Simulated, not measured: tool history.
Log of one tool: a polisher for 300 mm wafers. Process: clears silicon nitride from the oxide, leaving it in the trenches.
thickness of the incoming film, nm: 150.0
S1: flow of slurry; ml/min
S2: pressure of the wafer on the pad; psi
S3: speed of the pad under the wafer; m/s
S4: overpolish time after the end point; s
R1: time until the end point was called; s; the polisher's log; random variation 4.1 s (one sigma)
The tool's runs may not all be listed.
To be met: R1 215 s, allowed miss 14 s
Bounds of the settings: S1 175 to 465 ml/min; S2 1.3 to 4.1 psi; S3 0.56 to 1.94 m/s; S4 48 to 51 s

{"run": 1, "hour": 0.0, "S1": 295, "S2": 2.7, "S3": 1.24, "S4": 48, "R1": 127.62}
{"run": 2, "hour": 5.4, "S1": 225, "S2": 2.7, "S3": 1.24, "S4": 48, "R1": 127.83}
{"run": 3, "hour": 12.4, "S1": 225, "S2": 2.5, "S3": 1.22, "S4": 48, "R1": 142.08}
{"run": 4, "hour": 19.8, "S1": 225, "S2": 2.5, "S3": 1.5, "S4": 48, "R1": 113.98}
{"run": 5, "hour": 25.2, "S1": 175, "S2": 2.5, "S3": 1.5, "S4": 48, "R1": 117.65}
{"run": 6, "hour": 26.8, "S1": 175, "S2": 2.5, "S3": 1.5, "S4": 51, "R1": 120.31}
{"run": 7, "hour": 28.4, "S1": 175, "S2": 2.3, "S3": 1.46, "S4": 51, "R1": 133.93}
{"run": 8, "hour": 30.1, "S1": 175, "S2": 2.1, "S3": 1.44, "S4": 51, "R1": 142.44}
{"run": 9, "hour": 37.3, "S1": 175, "S2": 2, "S3": 1.4, "S4": 51, "R1": 159.13}
{"run": 10, "hour": 38.6, "S1": 175, "S2": 1.9, "S3": 1.4, "S4": 51, "R1": 162.89}
{"run": 11, "hour": 42.5, "S1": 175, "S2": 1.8, "S3": 1.38, "S4": 51, "R1": 173.06}
{"run": 12, "hour": 43.8, "S1": 175, "S2": 1.7, "S3": 1.38, "S4": 51, "R1": 179.92}
{"run": 13, "hour": 44.7, "S1": 175, "S2": 1.7, "S3": 1.38, "S4": 51, "R1": 181.94}
{"run": 14, "hour": 45.8, "S1": 175, "S2": 1.6, "S3": 1.38, "S4": 51, "R1": 191.38}

5 next moves are on the table. One of them brings every result within its allowed miss. Which?
{"run": "A", "hour": 46.9, "S1": 175, "S2": 1.6, "S3": 1.42, "S4": 51, "R1": "?"}
{"run": "B", "hour": 46.9, "S1": 175, "S2": 2, "S3": 1.28, "S4": 51, "R1": "?"}
{"run": "C", "hour": 46.9, "S1": 260, "S2": 1.8, "S3": 1.36, "S4": 51, "R1": "?"}
{"run": "D", "hour": 46.9, "S1": 175, "S2": 1.5, "S3": 1.32, "S4": 48, "R1": "?"}
{"run": "E", "hour": 46.9, "S1": 245, "S2": 2, "S3": 1.28, "S4": 51, "R1": "?"}

move=A R1=187.14
move=B R1=170.68
move=C R1=166.35
move=D R1=212.22
move=E R1=162.11
A: further off than the last run
B: further off than the last run
C: further off than the last run
D: meets every target
E: further off than the last run
Answer: D

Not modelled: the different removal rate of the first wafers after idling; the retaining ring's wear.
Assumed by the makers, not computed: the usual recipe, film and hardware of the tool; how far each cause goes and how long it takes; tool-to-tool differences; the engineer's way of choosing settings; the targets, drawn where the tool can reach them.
